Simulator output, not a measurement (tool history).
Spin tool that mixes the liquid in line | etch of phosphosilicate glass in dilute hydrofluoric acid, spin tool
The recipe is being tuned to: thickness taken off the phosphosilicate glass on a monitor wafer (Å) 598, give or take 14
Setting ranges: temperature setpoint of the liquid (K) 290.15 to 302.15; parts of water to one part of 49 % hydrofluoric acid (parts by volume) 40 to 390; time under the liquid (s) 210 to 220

run	hour	temperature setpoint of the liquid (K)	parts of water to one part of 49 % hydrofluoric acid (parts by volume)	time under the liquid (s)	thickness taken off the phosphosilicate glass on a monitor wafer (Å)
1	0	294.15	215	210	840.08
2	3.4	293.15	225	210	763.19
3	7.7	295.15	225	210	821.44
4	16.1	295.15	195	210	982.03
5	19.9	294.15	205	210	888.01
6	27.5	294.15	205	210	887.68
7	30.1	290.15	260	210	571.18
8	35.8	290.65	260	210	582.04

Exactly one of the 5 candidate moves below puts every result within its allowed miss. Which one?
A	41.5	291.15	250	215	?
B	41.5	290.15	270	215	?
C	41.5	290.15	260	210	?
D	41.5	290.15	275	220	?
E	41.5	291.65	260	210	?

move	thickness taken off the phosphosilicate glass on a monitor wafer (Å)
A	632.95
B	554.2
C	566.99
D	554.4
E	600.53
A: moves the result that the last run missed by most past its target, out the other side
B: lands further from the targets than the last run did
C: lands further from the targets than the last run did
D: lands further from the targets than the last run did
E: in spec on every target
Correct choice: E, which meets every target
